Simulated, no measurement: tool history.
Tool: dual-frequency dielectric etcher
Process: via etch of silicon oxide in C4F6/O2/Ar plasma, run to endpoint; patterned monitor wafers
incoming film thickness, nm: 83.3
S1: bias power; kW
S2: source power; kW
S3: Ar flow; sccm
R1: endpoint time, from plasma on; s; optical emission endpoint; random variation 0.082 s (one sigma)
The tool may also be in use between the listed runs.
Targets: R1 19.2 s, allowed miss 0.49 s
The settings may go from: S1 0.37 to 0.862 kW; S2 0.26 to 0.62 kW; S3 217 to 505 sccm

| run | hour | S1 | S2 | S3 | R1 |
|---|---|---|---|---|---|
| 1 | 0 | 0.616 | 0.44 | 361 | 16.836 |
| 2 | 5.6 | 0.589 | 0.43 | 362 | 17.359 |
| 3 | 11.7 | 0.569 | 0.43 | 363 | 17.518 |
| 4 | 16.9 | 0.55 | 0.43 | 364 | 17.791 |
| 5 | 24.9 | 0.535 | 0.43 | 365 | 18.038 |
| 6 | 26.2 | 0.535 | 0.43 | 398 | 18.156 |
| 7 | 29.6 | 0.524 | 0.43 | 398 | 18.419 |
| 8 | 31.8 | 0.516 | 0.43 | 398 | 18.428 |
| 9 | 37.9 | 0.508 | 0.43 | 398 | 18.619 |
| 10 | 42.9 | 0.508 | 0.43 | 398 | 18.594 |
| 11 | 50.1 | 0.502 | 0.43 | 398 | 18.683 |

Which of these 5 next moves meets every target?
| A | 57.3 | 0.559 | 0.42 | 369 | ? |
| B | 57.3 | 0.508 | 0.45 | 372 | ? |
| C | 57.3 | 0.541 | 0.47 | 393 | ? |
| D | 57.3 | 0.521 | 0.37 | 361 | ? |
| E | 57.3 | 0.51 | 0.44 | 374 | ? |

| move | R1 |
|---|---|
| A | 17.823 |
| B | 18.094 |
| C | 17.417 |
| D | 19.213 |
| E | 18.224 |
A: further off than the last run
B: further off than the last run
C: further off than the last run
D: meets every target
E: further off than the last run
Move D is the one to make.

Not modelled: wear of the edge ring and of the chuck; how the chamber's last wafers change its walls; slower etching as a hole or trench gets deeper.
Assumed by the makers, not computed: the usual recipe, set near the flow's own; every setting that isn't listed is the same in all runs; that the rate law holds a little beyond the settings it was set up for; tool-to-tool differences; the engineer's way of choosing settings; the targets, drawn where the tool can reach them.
